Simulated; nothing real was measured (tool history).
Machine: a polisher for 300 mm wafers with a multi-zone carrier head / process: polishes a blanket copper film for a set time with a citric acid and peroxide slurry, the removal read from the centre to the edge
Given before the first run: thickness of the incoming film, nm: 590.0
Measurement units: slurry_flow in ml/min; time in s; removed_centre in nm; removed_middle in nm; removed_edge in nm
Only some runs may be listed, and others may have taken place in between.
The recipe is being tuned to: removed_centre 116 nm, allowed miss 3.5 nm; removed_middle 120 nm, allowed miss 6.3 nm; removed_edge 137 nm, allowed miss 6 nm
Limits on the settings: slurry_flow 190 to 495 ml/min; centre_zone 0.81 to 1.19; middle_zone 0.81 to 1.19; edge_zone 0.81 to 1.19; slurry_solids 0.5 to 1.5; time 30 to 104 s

run,hour,slurry_flow,centre_zone,middle_zone,edge_zone,slurry_solids,time,removed_centre,removed_middle,removed_edge
1,0,320,1,1,1,1,67,178.97,180.36,187.1
2,1.3,320,0.98,0.98,0.99,0.9,65,165.82,172.8,173.13
3,4,320,0.98,0.98,0.99,0.8,65,163.86,164.66,173.48
4,8.7,315,0.96,0.96,0.99,0.75,63,153.12,158.87,169.79
5,14,345,0.96,0.96,0.99,0.75,63,155.97,156.08,168.63
6,16.4,350,0.94,0.95,0.98,0.7,61,144.05,149.22,156.37
7,19.4,350,0.93,0.93,0.98,0.65,60,142.4,147.74,154.93
8,21.7,350,0.92,0.92,0.99,0.65,58,132.1,140.22,150.27
9,26.1,355,0.92,0.91,0.99,0.65,57,133.14,133.46,149.9
10,33.9,355,0.91,0.9,0.98,0.65,57,130.08,132.63,145.01
11,36.8,355,0.9,0.89,0.98,0.65,57,129.39,134.53,146.3
12,40.4,330,0.86,0.81,0.97,0.5,54,110.78,108.62,135.04

Which of these 5 next moves meets every target?
A,44,325,0.86,0.84,0.93,0.6,55,?,?,?
B,44,300,0.81,0.85,1.05,0.5,55,?,?,?
C,44,315,0.9,0.81,0.96,0.5,52,?,?,?
D,44,300,0.9,0.89,0.86,0.55,53,?,?,?
E,44,270,0.83,0.98,0.85,0.65,57,?,?,?

move,removed_centre,removed_middle,removed_edge
A,115.76,120.06,138.56
B,105.13,117.07,140.77
C,111.14,106.92,128.89
D,114.26,118.77,127.02
E,114.66,140.3,138.03
A: in spec on every target
B: brings the last run's worst result on target, with another outside its allowed miss
C: moves away from the targets compared with the last run
D: brings the last run's worst result on target, with another outside its allowed miss
E: takes the result that was furthest off past its target
So the answer is move A, the one that meets all the targets.

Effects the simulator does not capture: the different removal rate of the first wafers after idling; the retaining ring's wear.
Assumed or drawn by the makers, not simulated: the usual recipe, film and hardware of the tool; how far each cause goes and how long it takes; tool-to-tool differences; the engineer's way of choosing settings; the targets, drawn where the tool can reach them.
